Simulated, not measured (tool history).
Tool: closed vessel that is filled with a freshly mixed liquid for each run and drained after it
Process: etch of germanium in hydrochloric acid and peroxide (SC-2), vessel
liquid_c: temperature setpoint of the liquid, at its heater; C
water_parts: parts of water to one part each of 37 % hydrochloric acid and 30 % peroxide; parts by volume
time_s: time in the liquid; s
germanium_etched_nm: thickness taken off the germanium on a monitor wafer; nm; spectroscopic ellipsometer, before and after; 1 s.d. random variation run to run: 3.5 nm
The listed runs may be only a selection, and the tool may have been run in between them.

run,day,liquid_c,water_parts,time_s,germanium_etched_nm
1,0,54,6,90,285.7
2,0.225,54,5,90,294.16
3,0.571,54,5,90,293.78
4,0.938,55,5,90,302.39
5,1.138,56,5,90,313.67
6,1.325,60,5,90,346.22
7,1.596,60.5,5,90,357.27
8,1.875,61,5,90,360.23

Run 9 is up next; what results do you expect?
9,2.092,61.5,5,90,?

germanium_etched_nm: 365.28 nm
